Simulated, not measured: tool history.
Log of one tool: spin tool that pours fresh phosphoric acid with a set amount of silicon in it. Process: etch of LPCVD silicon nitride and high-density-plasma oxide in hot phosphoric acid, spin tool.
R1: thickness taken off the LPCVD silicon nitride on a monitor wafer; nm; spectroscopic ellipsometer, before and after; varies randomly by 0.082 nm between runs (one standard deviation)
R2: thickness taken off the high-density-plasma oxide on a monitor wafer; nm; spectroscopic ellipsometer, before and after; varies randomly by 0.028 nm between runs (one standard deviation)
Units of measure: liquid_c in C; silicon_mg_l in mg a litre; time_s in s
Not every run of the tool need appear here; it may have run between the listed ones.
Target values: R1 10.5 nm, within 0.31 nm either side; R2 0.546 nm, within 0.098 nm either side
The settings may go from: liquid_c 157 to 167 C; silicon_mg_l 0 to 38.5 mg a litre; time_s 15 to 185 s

run 1 hour=0 | liquid_c=162 silicon_mg_l=17 time_s=95 | R1=8.3419 R2=0.42688
run 2 hour=1.1 | liquid_c=161 silicon_mg_l=17 time_s=95 | R1=8.0398 R2=0.37966
run 3 hour=7 | liquid_c=162 silicon_mg_l=18.5 time_s=95 | R1=8.3637 R2=0.40804
run 4 hour=10.4 | liquid_c=162.5 silicon_mg_l=19.5 time_s=95 | R1=8.509 R2=0.39865
run 5 hour=17.2 | liquid_c=161.5 silicon_mg_l=19.5 time_s=95 | R1=8.1655 R2=0.41475
run 6 hour=20.3 | liquid_c=160.5 silicon_mg_l=19.5 time_s=95 | R1=7.8771 R2=0.34813
run 7 hour=23.9 | liquid_c=161.5 silicon_mg_l=20.5 time_s=95 | R1=8.2711 R2=0.37908
run 8 hour=31 | liquid_c=162.5 silicon_mg_l=21 time_s=95 | R1=8.4973 R2=0.39283
run 9 hour=32.8 | liquid_c=163 silicon_mg_l=21 time_s=95 | R1=8.566 R2=0.39276
run 10 hour=41.2 | liquid_c=163.5 silicon_mg_l=20.5 time_s=95 | R1=8.6553 R2=0.44779
run 11 hour=46 | liquid_c=166 silicon_mg_l=28 time_s=110 | R1=10.926 R2=0.47376
run 12 hour=54.2 | liquid_c=166 silicon_mg_l=26.5 time_s=110 | R1=10.943 R2=0.50029
run 13 hour=54.8 | liquid_c=166 silicon_mg_l=25.5 time_s=110 | R1=10.996 R2=0.53864
run 14 hour=59.1 | liquid_c=166 silicon_mg_l=25 time_s=110 | R1=10.963 R2=0.48922
run 15 hour=65.6 | liquid_c=166 silicon_mg_l=23 time_s=110 | R1=10.922 R2=0.51151
run 16 hour=70.6 | liquid_c=166 silicon_mg_l=21.5 time_s=110 | R1=10.938 R2=0.52944
run 17 hour=75.5 | liquid_c=166 silicon_mg_l=20.5 time_s=110 | R1=10.994 R2=0.55955
-- hour=76.5 thermometer replaced
run 18 hour=76.5 | liquid_c=166 silicon_mg_l=20 time_s=110 | R1=11.395 R2=0.71653

Exercise: of the 4 proposed moves below, exactly one satisfies all targets within the stated allowed misses. Which move is it?
run A hour=77.5 | liquid_c=167 silicon_mg_l=5.5 time_s=90 | R1=? R2=?
run B hour=77.5 | liquid_c=166 silicon_mg_l=22 time_s=100 | R1=? R2=?
run C hour=77.5 | liquid_c=166.5 silicon_mg_l=12.5 time_s=105 | R1=? R2=?
run D hour=77.5 | liquid_c=165.5 silicon_mg_l=14.5 time_s=110 | R1=? R2=?

move=A R1=9.8643 R2=0.8334
move=B R1=10.609 R2=0.57449
move=C R1=11.323 R2=0.80535
move=D R1=11.48 R2=0.74807
A: pushes the last run's worst result past its target
B: every result within its allowed miss
C: nearer the targets than the last run, but a result is still out of spec
D: further off than the last run
The move that meets every target is B.
